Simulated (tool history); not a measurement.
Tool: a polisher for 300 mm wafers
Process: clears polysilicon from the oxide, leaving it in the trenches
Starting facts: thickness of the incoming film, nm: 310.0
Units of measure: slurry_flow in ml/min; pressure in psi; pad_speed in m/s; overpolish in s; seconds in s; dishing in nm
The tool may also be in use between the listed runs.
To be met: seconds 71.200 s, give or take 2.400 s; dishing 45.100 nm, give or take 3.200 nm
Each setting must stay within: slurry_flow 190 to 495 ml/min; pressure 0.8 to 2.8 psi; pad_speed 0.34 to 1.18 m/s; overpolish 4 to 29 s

run,day,slurry_flow,pressure,pad_speed,overpolish,seconds,dishing
1,0.000,320,1.8,0.76,15,50.352,46.432
2,0.125,320,1.7,0.76,15,52.399,45.999
3,0.417,320,1.5,0.76,15,60.436,42.966
4,0.533,320,1.4,0.76,18,63.165,45.329
5,0.608,350,1.4,0.76,18,64.247,44.346
6,0.642,350,1.1,0.76,18,81.523,40.946
7,0.742,350,1.2,0.76,19,74.981,42.288
8,0.862,345,1.2,0.76,20,74.587,43.871
9,1.129,345,1.3,0.76,20,68.709,44.536
10,1.342,345,1.3,0.76,21,67.612,47.040
11,1.608,345,1.3,0.76,21,68.663,46.236

Exactly one of the 4 candidate moves below puts every result within its allowed miss. Which one?
A,1.875,355,1.2,0.90,19,?,?
B,1.875,315,1.3,0.64,23,?,?
C,1.875,365,1.3,0.64,17,?,?
D,1.875,355,1.2,0.78,20,?,?

move,seconds,dishing
A,64.594,47.338
B,78.202,47.336
C,77.213,41.423
D,72.144,46.188
A: its largest miss is bigger than the last run's
B: pushes the last run's worst result past its target
C: pushes the last run's worst result past its target
D: each result inside its tolerance
Correct choice: D, which meets every target
